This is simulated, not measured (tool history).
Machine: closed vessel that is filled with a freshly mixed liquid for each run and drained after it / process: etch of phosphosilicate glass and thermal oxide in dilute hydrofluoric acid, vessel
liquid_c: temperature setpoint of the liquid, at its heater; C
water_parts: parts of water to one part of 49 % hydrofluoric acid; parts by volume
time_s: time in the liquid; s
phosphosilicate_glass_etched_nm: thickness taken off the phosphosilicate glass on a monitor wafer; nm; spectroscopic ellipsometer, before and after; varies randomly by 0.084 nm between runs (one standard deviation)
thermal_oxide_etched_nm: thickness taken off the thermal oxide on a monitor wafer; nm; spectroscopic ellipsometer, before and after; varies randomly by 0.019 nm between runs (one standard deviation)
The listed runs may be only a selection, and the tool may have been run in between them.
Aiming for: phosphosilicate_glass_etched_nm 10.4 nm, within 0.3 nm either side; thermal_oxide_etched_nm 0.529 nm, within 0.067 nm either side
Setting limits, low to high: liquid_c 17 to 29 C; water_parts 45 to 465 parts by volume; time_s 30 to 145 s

run	hour	liquid_c	water_parts	time_s	phosphosilicate_glass_etched_nm	thermal_oxide_etched_nm
1	0	21	255	75	20.083	0.99562
2	2.1	18	255	75	17.789	0.88985
3	5.5	17	255	75	17.17	0.862
4	8.2	17	335	75	12.215	0.61936
5	12.5	17	345	75	11.891	0.62123
6	20.3	17	345	75	11.679	0.58137
7	25.5	17	350	75	11.524	0.57367
8	27.6	17	355	75	11.347	0.5758
9	33.2	17	360	75	11.012	0.58301
10	41.6	17	365	75	10.863	0.55989
11	45.2	17	370	75	10.726	0.58189

Pick the move, out of 5, that brings all results within their allowed miss; only one does.
A	48.8	18	425	80	?	?
B	48.8	19	440	85	?	?
C	48.8	17	170	30	?	?
D	48.8	24	425	65	?	?
E	48.8	18.5	370	75	?	?

move	phosphosilicate_glass_etched_nm	thermal_oxide_etched_nm
A	9.9016	0.5101
B	10.399	0.53575
C	11.107	0.57219
D	9.8541	0.50766
E	11.341	0.58425
A: moves the result that the last run missed by most past its target, out the other side
B: every result within its allowed miss
C: lands further from the targets than the last run did
D: moves the result that the last run missed by most past its target, out the other side
E: lands further from the targets than the last run did
The right move is B.
